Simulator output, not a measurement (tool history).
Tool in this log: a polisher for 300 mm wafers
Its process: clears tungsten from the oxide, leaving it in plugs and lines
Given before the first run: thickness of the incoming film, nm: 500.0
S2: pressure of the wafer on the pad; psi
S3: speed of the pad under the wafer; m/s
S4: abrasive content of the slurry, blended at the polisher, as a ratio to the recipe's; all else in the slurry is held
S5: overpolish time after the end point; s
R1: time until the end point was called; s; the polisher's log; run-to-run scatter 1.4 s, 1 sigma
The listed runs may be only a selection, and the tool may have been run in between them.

{"run": 1, "hour": 0.0, "flow of slurry (ml/min)": 295, "S2": 3.9, "S3": 1.3, "S4": 1, "S5": 32, "R1": 66.4}
{"run": 2, "hour": 5.8, "flow of slurry (ml/min)": 295, "S2": 3.9, "S3": 1.3, "S4": 1, "S5": 32, "R1": 65.256}
{"run": 3, "hour": 6.7, "flow of slurry (ml/min)": 295, "S2": 3.7, "S3": 1.3, "S4": 1, "S5": 32, "R1": 68.37}
{"run": 4, "hour": 8.5, "flow of slurry (ml/min)": 295, "S2": 3.7, "S3": 1.54, "S4": 1, "S5": 32, "R1": 58.468}
{"run": 5, "hour": 11.2, "flow of slurry (ml/min)": 295, "S2": 3.7, "S3": 1.34, "S4": 1, "S5": 32, "R1": 65.875}
{"run": 6, "hour": 18.2, "flow of slurry (ml/min)": 295, "S2": 3.4, "S3": 1.32, "S4": 1, "S5": 32, "R1": 73.463}

Expected results for the next run?
{"run": 7, "hour": 20.9, "flow of slurry (ml/min)": 295, "S2": 3.2, "S3": 1.32, "S4": 1, "S5": 32, "R1": "?"}

Run 7 gave R1 78.314 s.
